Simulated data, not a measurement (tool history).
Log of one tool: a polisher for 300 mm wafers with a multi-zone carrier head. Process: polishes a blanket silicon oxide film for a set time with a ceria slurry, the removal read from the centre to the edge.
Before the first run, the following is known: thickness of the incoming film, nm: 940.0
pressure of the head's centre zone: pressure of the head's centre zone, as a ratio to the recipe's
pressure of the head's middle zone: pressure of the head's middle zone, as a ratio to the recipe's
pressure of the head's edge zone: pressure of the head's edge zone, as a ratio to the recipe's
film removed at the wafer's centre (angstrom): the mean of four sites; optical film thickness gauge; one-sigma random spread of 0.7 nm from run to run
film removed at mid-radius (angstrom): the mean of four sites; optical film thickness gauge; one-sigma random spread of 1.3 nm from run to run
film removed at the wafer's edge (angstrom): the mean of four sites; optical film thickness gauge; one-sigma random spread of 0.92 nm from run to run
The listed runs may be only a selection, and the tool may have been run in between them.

run	hour	flow of slurry (ml/min)	pressure of the head's centre zone	pressure of the head's middle zone	pressure of the head's edge zone	polishing time (s)	film removed at the wafer's centre (angstrom)	film removed at mid-radius (angstrom)	film removed at the wafer's edge (angstrom)
1	0	140	1	1	1	34	1000.7	989.96	1010.2
2	4.9	140	1	1	1.06	34	1015.8	1018	1041.1
3	13	150	1.02	0.98	1.04	34	1057	1007.4	1052.2
4	21.1	150	1.02	0.98	1.04	26	806.29	764.96	803
5	23.9	160	1.05	0.98	1.07	27	871.03	807.24	844.95
6	25.5	160	1.05	0.98	1.02	27	869.55	792.67	830.24
7	34	170	1.07	0.98	1.05	28	934.15	839.01	880.12

The next listed run, before its measurement:
8	35.1	180	1.09	0.98	1.07	28	?	?	?

Run 8 came out at film removed at the wafer's centre (angstrom) 964.33, film removed at mid-radius (angstrom) 845.55, film removed at the wafer's edge (angstrom) 888.21.
